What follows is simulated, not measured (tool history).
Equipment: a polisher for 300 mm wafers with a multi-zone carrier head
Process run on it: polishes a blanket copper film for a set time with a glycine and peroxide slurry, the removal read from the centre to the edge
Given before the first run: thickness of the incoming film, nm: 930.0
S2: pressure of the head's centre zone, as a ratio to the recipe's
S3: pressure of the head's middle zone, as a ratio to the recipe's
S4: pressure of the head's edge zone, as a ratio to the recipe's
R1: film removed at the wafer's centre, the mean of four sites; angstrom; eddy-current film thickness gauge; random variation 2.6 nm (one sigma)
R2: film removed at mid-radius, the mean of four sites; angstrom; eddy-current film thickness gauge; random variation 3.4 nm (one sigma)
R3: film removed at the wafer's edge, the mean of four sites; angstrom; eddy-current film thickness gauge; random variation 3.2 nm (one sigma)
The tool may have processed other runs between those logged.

Run 1, hour 0.0: flow of slurry (ml/min) 255, S2 1.00, S3 1.00, S4 1.00, polishing time (s) 60. Result: R1 2790.2 angstrom, R2 2748.6 angstrom, R3 2837.1 angstrom.
Run 2, hour 1.6: flow of slurry (ml/min) 270, S2 1.04, S3 1.00, S4 1.03, polishing time (s) 61. Result: R1 2985.7 angstrom, R2 2813.5 angstrom, R3 2949.5 angstrom.
Run 3, hour 6.9: flow of slurry (ml/min) 285, S2 1.08, S3 1.00, S4 1.05, polishing time (s) 62. Result: R1 3200.2 angstrom, R2 2941.5 angstrom, R3 3057.3 angstrom.
Run 4, hour 13.2: flow of slurry (ml/min) 295, S2 1.11, S3 0.98, S4 1.06, polishing time (s) 62. Result: R1 3284.4 angstrom, R2 2877.1 angstrom, R3 3046.0 angstrom.
Run 5, hour 18.7: flow of slurry (ml/min) 295, S2 1.11, S3 0.98, S4 1.10, polishing time (s) 62. Result: R1 3248.7 angstrom, R2 2931.7 angstrom, R3 3094.3 angstrom.
Run 6, hour 22.5: flow of slurry (ml/min) 305, S2 1.13, S3 0.96, S4 1.10, polishing time (s) 63. Result: R1 3407.5 angstrom, R2 2902.5 angstrom, R3 3173.7 angstrom.
Run 7, hour 26.2: flow of slurry (ml/min) 315, S2 1.14, S3 0.96, S4 1.10, polishing time (s) 63. Result: R1 3475.8 angstrom, R2 2893.9 angstrom, R3 3200.4 angstrom.
Run 8, hour 32.1: flow of slurry (ml/min) 325, S2 1.15, S3 0.96, S4 1.10, polishing time (s) 63. Result: R1 3499.8 angstrom, R2 2905.9 angstrom, R3 3203.2 angstrom.
Run 9, hour 35.4: flow of slurry (ml/min) 330, S2 1.16, S3 0.96, S4 1.10, polishing time (s) 63. Result: R1 3525.6 angstrom, R2 2914.9 angstrom, R3 3198.7 angstrom.
Run 10, hour 39.7: flow of slurry (ml/min) 330, S2 1.16, S3 0.96, S4 1.10, polishing time (s) 63. Result: R1 3563.8 angstrom, R2 2885.1 angstrom, R3 3158.7 angstrom.
Run 11, hour 45.7: flow of slurry (ml/min) 335, S2 1.17, S3 0.96, S4 1.11, polishing time (s) 63. Result: R1 3559.1 angstrom, R2 2920.3 angstrom, R3 3241.8 angstrom.
Run 12, hour 48.8: flow of slurry (ml/min) 335, S2 1.17, S3 0.96, S4 1.10, polishing time (s) 64. Result: R1 3558.4 angstrom, R2 2900.6 angstrom, R3 3195.1 angstrom.

Run 13 is up next; what results do you expect?
Run 13, hour 52.9: flow of slurry (ml/min) 335, S2 1.17, S3 0.96, S4 1.10, polishing time (s) 65. Result: R1 ?, R2 ?, R3 ?.

{"run 13": {"R1": 3736.1, "R2": 3030.7, "R3": 3286.0}}
